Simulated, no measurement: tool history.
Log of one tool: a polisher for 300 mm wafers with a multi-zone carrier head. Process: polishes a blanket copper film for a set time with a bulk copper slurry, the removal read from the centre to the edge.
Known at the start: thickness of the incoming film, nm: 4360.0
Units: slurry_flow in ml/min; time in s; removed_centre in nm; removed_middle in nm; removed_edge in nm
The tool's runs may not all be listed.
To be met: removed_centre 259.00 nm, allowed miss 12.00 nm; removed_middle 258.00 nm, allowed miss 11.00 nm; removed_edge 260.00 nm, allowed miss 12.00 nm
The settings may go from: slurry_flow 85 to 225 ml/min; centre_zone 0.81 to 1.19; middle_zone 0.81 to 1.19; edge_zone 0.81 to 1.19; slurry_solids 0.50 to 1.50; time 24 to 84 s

run	hour	slurry_flow	centre_zone	middle_zone	edge_zone	slurry_solids	time	removed_centre	removed_middle	removed_edge
1	0.0	145	1.00	1.00	1.00	1.00	54	326.74	340.70	348.41
2	1.4	145	1.00	1.00	1.00	0.85	54	312.87	321.42	322.74
3	8.1	145	1.00	1.00	1.00	0.85	61	361.67	359.25	369.57
4	9.9	140	0.99	0.99	0.99	0.80	60	335.70	334.27	349.07
5	15.9	140	0.99	0.99	0.92	0.80	60	327.83	337.62	347.19
6	20.8	140	0.99	0.99	0.92	0.75	59	321.78	324.28	327.43
7	27.3	140	0.99	0.99	0.91	0.70	58	308.00	310.93	318.85
8	30.7	140	0.99	0.99	0.90	0.65	57	301.37	301.95	293.07
9	38.8	135	0.98	0.98	0.90	0.65	57	292.04	298.49	300.83

4 next moves are on the table. One of them brings every result within its allowed miss. Which?
A	46.9	115	1.03	1.01	0.94	0.60	53	?	?	?
B	46.9	105	0.95	0.95	0.90	0.80	68	?	?	?
C	46.9	85	0.92	0.92	0.89	1.05	69	?	?	?
D	46.9	165	1.00	0.96	0.86	0.55	46	?	?	?

move	removed_centre	removed_middle	removed_edge
A	258.97	259.61	267.31
B	326.61	339.53	365.10
C	315.54	335.31	380.99
D	237.73	231.67	230.99
A: meets every target
B: further off than the last run
C: further off than the last run
D: takes the result that was furthest off past its target
The right move is A.
